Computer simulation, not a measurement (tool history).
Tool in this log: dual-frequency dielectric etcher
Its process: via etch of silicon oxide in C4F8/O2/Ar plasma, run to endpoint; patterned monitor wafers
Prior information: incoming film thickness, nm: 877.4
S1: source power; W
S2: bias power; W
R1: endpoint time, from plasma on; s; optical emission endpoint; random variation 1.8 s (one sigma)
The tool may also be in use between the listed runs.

run    day    S1    S2      R1
  1      0  1580  2204  175.29
  2  0.371  1450  2096  184.16
  3  0.712  1630  2096  173.43
  4  0.738  1630  1923  177.63
  5  0.829  1630  2202  169.15
  6  0.912  1500  2161  178.53
  7    1.2  1390  2094  190.74
  8  1.317  1330  2075  196.19

The next listed run, before its measurement:
  9  1.383  1010  1930   ?

{"run 9": {"R1": 236.27}}
